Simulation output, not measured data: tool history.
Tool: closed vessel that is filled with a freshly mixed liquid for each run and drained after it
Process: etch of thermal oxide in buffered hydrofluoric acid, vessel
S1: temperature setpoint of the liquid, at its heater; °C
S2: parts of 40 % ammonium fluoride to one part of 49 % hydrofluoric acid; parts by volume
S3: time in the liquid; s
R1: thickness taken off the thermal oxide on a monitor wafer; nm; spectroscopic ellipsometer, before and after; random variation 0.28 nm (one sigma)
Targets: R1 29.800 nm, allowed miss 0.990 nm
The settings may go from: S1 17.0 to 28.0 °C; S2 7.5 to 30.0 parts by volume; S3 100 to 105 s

{"run": 1, "hour": 0.0, "S1": 20.0, "S2": 22.0, "S3": 100, "R1": 40.365}
{"run": 2, "hour": 2.5, "S1": 20.0, "S2": 22.0, "S3": 100, "R1": 40.064}
{"run": 3, "hour": 7.3, "S1": 19.0, "S2": 23.0, "S3": 100, "R1": 36.733}
{"run": 4, "hour": 10.6, "S1": 19.0, "S2": 23.0, "S3": 100, "R1": 36.957}
{"run": 5, "hour": 18.4, "S1": 17.0, "S2": 23.0, "S3": 100, "R1": 32.838}
{"run": 6, "hour": 22.7, "S1": 17.0, "S2": 17.0, "S3": 100, "R1": 42.448}
{"run": 7, "hour": 24.6, "S1": 17.0, "S2": 19.0, "S3": 100, "R1": 38.081}
{"run": 8, "hour": 33.3, "S1": 17.0, "S2": 20.5, "S3": 100, "R1": 35.606}
{"run": 9, "hour": 34.6, "S1": 17.0, "S2": 21.5, "S3": 100, "R1": 34.291}
{"run": 10, "hour": 35.9, "S1": 17.0, "S2": 22.5, "S3": 100, "R1": 33.892}
{"run": 11, "hour": 42.2, "S1": 17.0, "S2": 23.5, "S3": 100, "R1": 32.135}
{"run": 12, "hour": 44.7, "S1": 17.0, "S2": 24.0, "S3": 100, "R1": 32.265}

Which of these 4 next moves meets every target?
{"run": "A", "hour": 47.2, "S1": 17.0, "S2": 24.5, "S3": 105, "R1": "?"}
{"run": "B", "hour": 47.2, "S1": 17.0, "S2": 28.5, "S3": 105, "R1": "?"}
{"run": "C", "hour": 47.2, "S1": 17.5, "S2": 23.0, "S3": 105, "R1": "?"}
{"run": "D", "hour": 47.2, "S1": 17.0, "S2": 26.0, "S3": 105, "R1": "?"}

move=A R1=33.403
move=B R1=30.079
move=C R1=35.909
move=D R1=32.056
A: further off than the last run
B: meets every target
C: further off than the last run
D: nearer than the last run, and not there yet
Answer: B

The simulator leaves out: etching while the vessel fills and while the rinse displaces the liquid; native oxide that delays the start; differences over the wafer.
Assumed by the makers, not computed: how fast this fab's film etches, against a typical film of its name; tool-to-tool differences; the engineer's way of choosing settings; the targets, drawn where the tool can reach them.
